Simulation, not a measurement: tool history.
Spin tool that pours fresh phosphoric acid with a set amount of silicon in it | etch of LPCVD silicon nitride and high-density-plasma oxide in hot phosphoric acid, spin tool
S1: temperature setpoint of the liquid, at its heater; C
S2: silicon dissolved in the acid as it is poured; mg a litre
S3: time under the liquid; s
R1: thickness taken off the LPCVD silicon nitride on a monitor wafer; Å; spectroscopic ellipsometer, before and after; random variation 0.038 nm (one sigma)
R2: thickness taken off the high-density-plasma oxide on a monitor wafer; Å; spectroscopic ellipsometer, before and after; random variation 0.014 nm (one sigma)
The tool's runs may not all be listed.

run,hour,S1,S2,S3,R1,R2
1,0.0,159.0,11.0,180,167.530,5.2267
2,7.9,159.0,11.0,255,237.500,6.6335
3,13.7,159.0,6.5,255,239.820,6.9886
4,21.6,159.0,4.0,255,236.810,8.5988
5,27.1,158.5,3.0,190,174.850,6.1656
6,32.6,158.5,3.0,220,201.540,7.2886
7,41.1,158.0,9.0,165,148.270,3.8428
8,49.6,156.5,2.0,75,64.655,1.9923
9,50.2,156.5,1.5,70,59.479,1.8782

The next listed run, before its measurement:
10,51.2,156.5,1.0,70,?,?

Run 10 gave R1 60.462 Å, R2 2.0418 Å.
